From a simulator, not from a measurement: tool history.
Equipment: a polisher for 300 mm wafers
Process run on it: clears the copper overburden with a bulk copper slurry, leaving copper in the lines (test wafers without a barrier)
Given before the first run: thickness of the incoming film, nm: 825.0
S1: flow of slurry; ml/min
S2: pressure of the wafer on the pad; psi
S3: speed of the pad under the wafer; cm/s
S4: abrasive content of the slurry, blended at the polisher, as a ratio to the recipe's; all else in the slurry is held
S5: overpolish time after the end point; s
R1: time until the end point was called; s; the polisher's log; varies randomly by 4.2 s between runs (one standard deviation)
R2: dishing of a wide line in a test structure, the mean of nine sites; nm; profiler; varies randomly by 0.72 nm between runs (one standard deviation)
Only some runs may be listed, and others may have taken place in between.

run  hour   S1   S2  S3    S4  S5      R1      R2
  1     0  215    2  84     1  24  141.24  36.192
  2   8.1  215    2  84   0.9  24   143.2  35.004
  3  11.2  215  1.8  82  0.95  27  167.78  34.132
  4  18.9  215  1.7  80     1  31   177.8  35.552
  5  26.7  175  1.7  80     1  31  181.39  35.594
  6    33  175  2.1  80     1  31  144.94   34.77
  7  34.9  175  1.9  78     1  31  168.45  36.051
  8  36.8  175  1.8  78  0.95  30   174.2  36.199

Predict the results of run 9:
  9  37.7  175  1.3  74  0.95  29   ?   ?

Run 9 produced R1 236.73 s, R2 31.935 nm.
